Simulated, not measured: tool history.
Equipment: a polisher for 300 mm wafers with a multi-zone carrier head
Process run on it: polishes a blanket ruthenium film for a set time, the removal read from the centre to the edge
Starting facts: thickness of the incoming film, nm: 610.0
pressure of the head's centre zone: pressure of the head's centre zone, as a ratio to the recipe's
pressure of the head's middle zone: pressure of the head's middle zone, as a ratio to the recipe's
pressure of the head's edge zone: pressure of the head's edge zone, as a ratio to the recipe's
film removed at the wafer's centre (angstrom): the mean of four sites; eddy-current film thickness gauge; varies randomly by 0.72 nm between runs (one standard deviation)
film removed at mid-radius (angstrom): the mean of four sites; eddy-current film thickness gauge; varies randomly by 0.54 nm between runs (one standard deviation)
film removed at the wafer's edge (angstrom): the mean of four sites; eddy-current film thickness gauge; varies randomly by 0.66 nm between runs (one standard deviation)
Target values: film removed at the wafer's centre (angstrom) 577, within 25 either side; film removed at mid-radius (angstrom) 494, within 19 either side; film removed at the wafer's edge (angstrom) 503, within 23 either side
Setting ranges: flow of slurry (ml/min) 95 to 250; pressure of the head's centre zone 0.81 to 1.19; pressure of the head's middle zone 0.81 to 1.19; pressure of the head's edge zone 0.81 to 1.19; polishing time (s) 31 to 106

run  hour  flow of slurry (ml/min)  pressure of the head's centre zone  pressure of the head's middle zone  pressure of the head's edge zone  polishing time (s)  film removed at the wafer's centre (angstrom)  film removed at mid-radius (angstrom)  film removed at the wafer's edge (angstrom)
  1     0                      160                                   1                                   1                                 1                  68                                         764.87                                 754.07                                       761.89
  2   5.5                      160                                   1                                   1                              1.03                  68                                         752.04                                 751.98                                       777.19
  3  12.7                      185                                   1                                   1                              1.03                  68                                          766.2                                 768.51                                        775.7
  4  19.6                      145                                   1                                   1                              1.03                  68                                          734.7                                 752.38                                        758.8
  5  23.7                      145                                   1                                   1                              1.09                  68                                         738.62                                 747.94                                       759.14
  6  24.6                      145                                1.02                                   1                              1.09                  64                                         723.33                                 705.83                                       717.34
  7  26.9                      145                                1.03                                   1                              1.09                  60                                         682.16                                 669.41                                       691.36
  8  31.7                      145                                1.06                                1.01                              1.08                  56                                         651.88                                 609.37                                       619.93
  9  37.8                      145                                1.07                                1.01                              1.07                  54                                            644                                 589.75                                       604.36
 10  38.7                      145                                1.08                                1.01                              1.06                  52                                         621.84                                 576.51                                       591.04
 11  44.8                      135                                1.16                                0.94                              0.96                  43                                         551.85                                 448.07                                       460.97
 12    46                      140                                1.15                                0.95                              0.97                  43                                         544.16                                  443.8                                       456.29
 13  48.3                      145                                1.15                                0.96                              0.98                  43                                         547.52                                 462.47                                       467.36
 14  57.3                      150                                1.15                                0.96                              0.99                  43                                         536.12                                 458.33                                       464.65
 15  63.5                      150                                1.15                                0.96                                 1                  44                                         552.73                                  472.7                                       475.23

5 next moves are on the table. One of them brings every result within its allowed miss. Which?
  A  69.7                      165                                1.19                                1.08                              0.97                  41                                              ?                                      ?                                            ?
  B  69.7                      100                                1.07                                0.87                              1.05                  48                                              ?                                      ?                                            ?
  C  69.7                      165                                1.15                                0.96                              0.92                  43                                              ?                                      ?                                            ?
  D  69.7                      150                                1.14                                0.97                                 1                  46                                              ?                                      ?                                            ?
  E  69.7                      145                                0.98                                0.82                              1.05                  47                                              ?                                      ?                                            ?

move  film removed at the wafer's centre (angstrom)  film removed at mid-radius (angstrom)  film removed at the wafer's edge (angstrom)
   A                                         545.92                                 486.86                                        462.3
   B                                         532.91                                 445.92                                       532.63
   C                                         552.71                                 462.27                                       477.31
   D                                         578.49                                 493.06                                       520.38
   E                                          504.6                                 436.83                                       540.13
A: its largest miss is bigger than the last run's
B: takes the result that was furthest off past its target
C: its largest miss is bigger than the last run's
D: in spec on every target
E: takes the result that was furthest off past its target
D is the move that brings every result within its allowed miss.
